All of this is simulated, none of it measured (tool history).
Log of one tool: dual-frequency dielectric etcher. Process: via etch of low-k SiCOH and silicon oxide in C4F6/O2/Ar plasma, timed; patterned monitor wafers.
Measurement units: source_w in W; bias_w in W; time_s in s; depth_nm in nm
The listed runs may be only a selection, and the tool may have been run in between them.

run    day  source_w  bias_w  time_s  depth_nm
  1      0       320     163      75    184.31
  2  0.246       320     163      75    184.36
  3  0.579       290     163      75    179.46
  4  0.892       290     147      75     174.6
  5  0.925       280     144      75    172.65
  6  1.212       280     144      78    180.43
  7  1.246       270     139    77.5    173.66

Expected results for the next run?
  8  1.379       260     137    77.5         ?

Run 8 measured depth_nm 171.55 nm.
